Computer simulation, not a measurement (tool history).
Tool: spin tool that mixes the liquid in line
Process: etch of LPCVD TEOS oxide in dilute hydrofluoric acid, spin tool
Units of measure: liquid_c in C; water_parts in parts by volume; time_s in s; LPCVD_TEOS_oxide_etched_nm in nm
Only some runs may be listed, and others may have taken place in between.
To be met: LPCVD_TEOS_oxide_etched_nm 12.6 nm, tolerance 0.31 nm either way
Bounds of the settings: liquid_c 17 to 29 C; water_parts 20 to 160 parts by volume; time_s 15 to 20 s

{"run": 1, "hour": 0.0, "liquid_c": 21, "water_parts": 90, "time_s": 20, "LPCVD_TEOS_oxide_etched_nm": 9.33}
{"run": 2, "hour": 1.4, "liquid_c": 21, "water_parts": 120, "time_s": 20, "LPCVD_TEOS_oxide_etched_nm": 6.8182}
{"run": 3, "hour": 5.2, "liquid_c": 23.5, "water_parts": 110, "time_s": 20, "LPCVD_TEOS_oxide_etched_nm": 8.2239}
{"run": 4, "hour": 6.8, "liquid_c": 21.5, "water_parts": 110, "time_s": 20, "LPCVD_TEOS_oxide_etched_nm": 7.5747}
{"run": 5, "hour": 11.0, "liquid_c": 21.5, "water_parts": 85, "time_s": 20, "LPCVD_TEOS_oxide_etched_nm": 10.076}
{"run": 6, "hour": 19.3, "liquid_c": 21.5, "water_parts": 60, "time_s": 20, "LPCVD_TEOS_oxide_etched_nm": 14.861}
{"run": 7, "hour": 26.2, "liquid_c": 20.5, "water_parts": 60, "time_s": 20, "LPCVD_TEOS_oxide_etched_nm": 14.232}
{"run": 8, "hour": 35.1, "liquid_c": 17, "water_parts": 60, "time_s": 20, "LPCVD_TEOS_oxide_etched_nm": 12.204}

Below are 4 possible settings for the next run. Only one of them brings all results inside the allowed miss of their targets. Which is it?
{"run": "A", "hour": 44.0, "liquid_c": 18, "water_parts": 65, "time_s": 20, "LPCVD_TEOS_oxide_etched_nm": "?"}
{"run": "B", "hour": 44.0, "liquid_c": 17, "water_parts": 55, "time_s": 20, "LPCVD_TEOS_oxide_etched_nm": "?"}
{"run": "C", "hour": 44.0, "liquid_c": 17.5, "water_parts": 60, "time_s": 20, "LPCVD_TEOS_oxide_etched_nm": "?"}
{"run": "D", "hour": 44.0, "liquid_c": 25.5, "water_parts": 65, "time_s": 15, "LPCVD_TEOS_oxide_etched_nm": "?"}

move=A LPCVD_TEOS_oxide_etched_nm=11.823
move=B LPCVD_TEOS_oxide_etched_nm=13.534
move=C LPCVD_TEOS_oxide_etched_nm=12.607
move=D LPCVD_TEOS_oxide_etched_nm=12.1
A: the biggest miss grows against the last run
B: takes the biggest miss from the last run beyond its target
C: every result lands within tolerance
D: the biggest miss grows against the last run
So the answer is move C, the one that meets all the targets.

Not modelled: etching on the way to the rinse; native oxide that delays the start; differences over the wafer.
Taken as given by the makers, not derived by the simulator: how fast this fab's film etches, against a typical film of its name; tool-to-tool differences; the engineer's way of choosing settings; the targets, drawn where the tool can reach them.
